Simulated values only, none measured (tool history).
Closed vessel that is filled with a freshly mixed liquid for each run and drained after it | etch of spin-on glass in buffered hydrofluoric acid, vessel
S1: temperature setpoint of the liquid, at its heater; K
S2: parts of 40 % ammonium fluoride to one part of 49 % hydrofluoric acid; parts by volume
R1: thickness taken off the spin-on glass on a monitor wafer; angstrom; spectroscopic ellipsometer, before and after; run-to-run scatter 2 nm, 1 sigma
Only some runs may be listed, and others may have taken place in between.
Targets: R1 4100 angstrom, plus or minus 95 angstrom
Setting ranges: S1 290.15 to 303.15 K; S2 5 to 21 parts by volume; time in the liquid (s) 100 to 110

run 1 day=0 | S1=295.15 S2=13 time_in_the_liquid_(s)=100 | R1=2128.4
run 2 day=0.183 | S1=292.65 S2=13 time_in_the_liquid_(s)=100 | R1=1862.2
run 3 day=0.5 | S1=295.65 S2=12 time_in_the_liquid_(s)=100 | R1=2371.2
run 4 day=0.692 | S1=295.65 S2=12 time_in_the_liquid_(s)=110 | R1=2604.6
run 5 day=0.971 | S1=295.65 S2=9.5 time_in_the_liquid_(s)=110 | R1=3201.9
run 6 day=1.15 | S1=295.65 S2=6.5 time_in_the_liquid_(s)=110 | R1=4652.2
run 7 day=1.258 | S1=294.65 S2=6.5 time_in_the_liquid_(s)=110 | R1=4407.2
run 8 day=1.375 | S1=294.15 S2=6.5 time_in_the_liquid_(s)=110 | R1=4283.4

5 candidate next runs follow, results not yet known. Just one meets every target within its allowed miss. Identify it.
run A day=1.492 | S1=291.15 S2=5 time_in_the_liquid_(s)=110 | R1=?
run B day=1.492 | S1=293.15 S2=5.5 time_in_the_liquid_(s)=105 | R1=?
run C day=1.492 | S1=295.15 S2=6.5 time_in_the_liquid_(s)=100 | R1=?
run D day=1.492 | S1=298.15 S2=7 time_in_the_liquid_(s)=100 | R1=?
run E day=1.492 | S1=292.65 S2=5.5 time_in_the_liquid_(s)=110 | R1=?

move=A R1=4561.3
move=B R1=4494.5
move=C R1=4145.4
move=D R1=4579.2
move=E R1=4578.6
A: moves away from the targets compared with the last run
B: moves away from the targets compared with the last run
C: every result lands within tolerance
D: moves away from the targets compared with the last run
E: moves away from the targets compared with the last run
Go with C: it meets all targets.

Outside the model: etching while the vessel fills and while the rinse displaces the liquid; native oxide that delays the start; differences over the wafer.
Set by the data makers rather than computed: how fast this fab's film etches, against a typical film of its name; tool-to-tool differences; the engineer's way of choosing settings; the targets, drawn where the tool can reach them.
